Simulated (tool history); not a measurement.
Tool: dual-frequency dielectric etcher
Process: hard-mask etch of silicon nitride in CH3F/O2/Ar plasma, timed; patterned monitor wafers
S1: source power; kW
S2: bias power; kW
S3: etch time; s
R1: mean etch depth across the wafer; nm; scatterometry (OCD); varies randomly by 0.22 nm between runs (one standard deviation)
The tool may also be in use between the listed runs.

Run 1, hour 0.0: S1 0.470 kW, S2 0.055 kW, S3 111.5 s. Result: R1 85.544 nm.
Run 2, hour 5.9: S1 0.450 kW, S2 0.055 kW, S3 111.5 s. Result: R1 83.962 nm.
Run 3, hour 13.1: S1 0.450 kW, S2 0.055 kW, S3 111.5 s. Result: R1 84.086 nm.
Run 4, hour 22.1: S1 0.430 kW, S2 0.055 kW, S3 111.5 s. Result: R1 81.598 nm.
Run 5, hour 26.0: S1 0.420 kW, S2 0.055 kW, S3 111.5 s. Result: R1 80.981 nm.
Run 6, hour 26.7: S1 0.410 kW, S2 0.055 kW, S3 111.5 s. Result: R1 79.594 nm.

Predict the results of run 7:
Run 7, hour 31.3: S1 0.400 kW, S2 0.055 kW, S3 111.5 s. Result: R1 ?.

R1: 78.739 nm
